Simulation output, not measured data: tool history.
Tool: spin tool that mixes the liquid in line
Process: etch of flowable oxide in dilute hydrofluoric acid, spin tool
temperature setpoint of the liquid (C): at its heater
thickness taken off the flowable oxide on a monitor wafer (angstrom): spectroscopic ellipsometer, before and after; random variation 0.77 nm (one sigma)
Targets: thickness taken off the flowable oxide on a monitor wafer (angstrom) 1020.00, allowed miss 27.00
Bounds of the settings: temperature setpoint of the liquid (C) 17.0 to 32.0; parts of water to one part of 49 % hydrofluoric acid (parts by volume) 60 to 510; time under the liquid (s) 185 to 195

run	hour	temperature setpoint of the liquid (C)	parts of water to one part of 49 % hydrofluoric acid (parts by volume)	time under the liquid (s)	thickness taken off the flowable oxide on a monitor wafer (angstrom)
1	0.0	24.0	285	185	326.51
2	1.1	25.5	245	185	421.94
3	9.0	27.0	215	185	517.68
4	15.5	27.0	310	185	324.97
5	19.2	27.0	310	195	337.66
6	19.8	28.0	270	195	423.99
7	26.0	28.0	270	195	431.61
8	30.4	32.0	160	195	933.71
# hour 32.2: thermometer replaced
9	32.2	32.0	155	195	941.81
10	33.2	32.0	150	195	985.35

5 next moves are on the table. One of them brings every result within its allowed miss. Which?
A	34.2	32.0	145	185	?
B	34.2	30.5	145	185	?
C	34.2	31.0	140	195	?
D	34.2	31.5	150	195	?
E	34.2	32.0	160	195	?

move	thickness taken off the flowable oxide on a monitor wafer (angstrom)
A	965.64
B	915.39
C	1024.30
D	960.08
E	903.73
A: further off than the last run
B: further off than the last run
C: meets every target
D: further off than the last run
E: further off than the last run
Answer: C
